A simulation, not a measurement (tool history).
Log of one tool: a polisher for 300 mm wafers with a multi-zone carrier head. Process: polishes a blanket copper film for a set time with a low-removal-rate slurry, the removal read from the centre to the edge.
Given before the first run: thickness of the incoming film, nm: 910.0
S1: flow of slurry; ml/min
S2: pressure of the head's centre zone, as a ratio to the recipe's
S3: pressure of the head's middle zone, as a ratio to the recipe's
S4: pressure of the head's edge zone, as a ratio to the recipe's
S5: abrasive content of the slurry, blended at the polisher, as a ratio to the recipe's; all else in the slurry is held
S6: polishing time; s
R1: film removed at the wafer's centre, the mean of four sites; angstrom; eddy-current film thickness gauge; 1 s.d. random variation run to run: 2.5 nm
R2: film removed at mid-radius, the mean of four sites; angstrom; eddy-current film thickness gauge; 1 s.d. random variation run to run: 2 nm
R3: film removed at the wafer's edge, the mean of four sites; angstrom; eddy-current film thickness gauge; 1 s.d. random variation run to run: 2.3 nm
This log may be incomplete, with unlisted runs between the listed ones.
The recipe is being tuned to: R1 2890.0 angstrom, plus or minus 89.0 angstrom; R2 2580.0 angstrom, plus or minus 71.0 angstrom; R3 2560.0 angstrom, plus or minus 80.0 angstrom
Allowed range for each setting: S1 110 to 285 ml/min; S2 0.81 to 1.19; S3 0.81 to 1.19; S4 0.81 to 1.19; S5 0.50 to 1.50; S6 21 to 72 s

run	day	S1	S2	S3	S4	S5	S6	R1	R2	R3
1	0.000	180	1.00	1.00	1.00	1.00	46	1703.1	1682.4	1754.3
2	0.288	180	1.00	0.96	1.00	1.00	46	1691.6	1626.7	1728.3
3	0.375	180	0.95	0.96	1.00	1.00	46	1596.4	1603.9	1769.5
4	0.512	190	0.98	0.97	1.02	1.10	48	1775.1	1738.5	1881.1
5	0.675	190	0.98	0.89	1.02	1.10	48	1820.4	1616.9	1883.2
6	1.042	190	0.98	0.89	1.02	1.10	58	2146.1	1997.7	2241.0
7	1.279	200	1.01	0.91	1.04	1.15	58	2239.5	2027.4	2326.0
8	1.575	205	1.04	0.94	1.03	1.20	58	2360.5	2135.1	2337.1
9	1.783	255	1.14	1.04	1.11	1.35	58	2776.4	2455.6	2516.9
10	1.821	260	1.14	1.05	1.11	1.35	58	2746.9	2442.6	2535.8
11	1.862	260	1.14	1.05	1.11	1.35	58	2715.0	2418.5	2519.9
12	2.008	260	1.14	1.05	1.11	1.35	58	2753.5	2452.2	2534.5

Exactly one of the 4 candidate moves below puts every result within its allowed miss. Which one?
A	2.154	220	1.13	1.04	1.11	1.40	62	?	?	?
B	2.154	250	1.01	1.07	1.15	1.40	63	?	?	?
C	2.154	280	1.09	0.99	0.93	1.50	62	?	?	?
D	2.154	280	1.18	1.09	1.16	1.40	62	?	?	?

move	R1	R2	R3
A	2839.9	2557.8	2683.7
B	2624.7	2707.7	2809.2
C	2868.9	2563.6	2556.9
D	3064.2	2739.0	2802.7
A: the furthest-off result lands on target, but another misses its tolerance
B: takes the biggest miss from the last run beyond its target
C: in spec on every target
D: takes the biggest miss from the last run beyond its target
C is the move that brings every result within its allowed miss.
